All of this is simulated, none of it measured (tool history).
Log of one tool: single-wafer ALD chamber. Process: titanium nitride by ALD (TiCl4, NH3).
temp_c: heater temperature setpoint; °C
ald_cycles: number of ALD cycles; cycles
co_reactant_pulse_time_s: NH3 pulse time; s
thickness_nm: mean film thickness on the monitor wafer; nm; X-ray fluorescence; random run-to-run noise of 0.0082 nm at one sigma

| run | hour | temp_c | ald_cycles | co_reactant_pulse_time_s | thickness_nm |
|---|---|---|---|---|---|
| 1 | 0 | 380 | 87 | 1.79 | 2.0102 |
| 2 | 5.2 | 377 | 87 | 1.65 | 1.9987 |
| 3 | 6.9 | 374 | 87 | 1.53 | 1.9544 |
| 4 | 14.2 | 372 | 87 | 1.43 | 1.9343 |
| 5 | 19.2 | 370 | 87 | 1.34 | 1.8883 |
| 6 | 24.4 | 369 | 87 | 1.31 | 1.8837 |
| 7 | 27.9 | 368 | 87 | 1.28 | 1.8573 |
| 8 | 33.1 | 367 | 87 | 1.28 | 1.8518 |
| 9 | 41.7 | 366 | 87 | 1.28 | 1.8534 |
| 10 | 49.9 | 365 | 87 | 1.27 | 1.8482 |

The next listed run, before its measurement:
| 11 | 54.6 | 364 | 87 | 1.25 | ? |

thickness_nm: 1.8371 nm
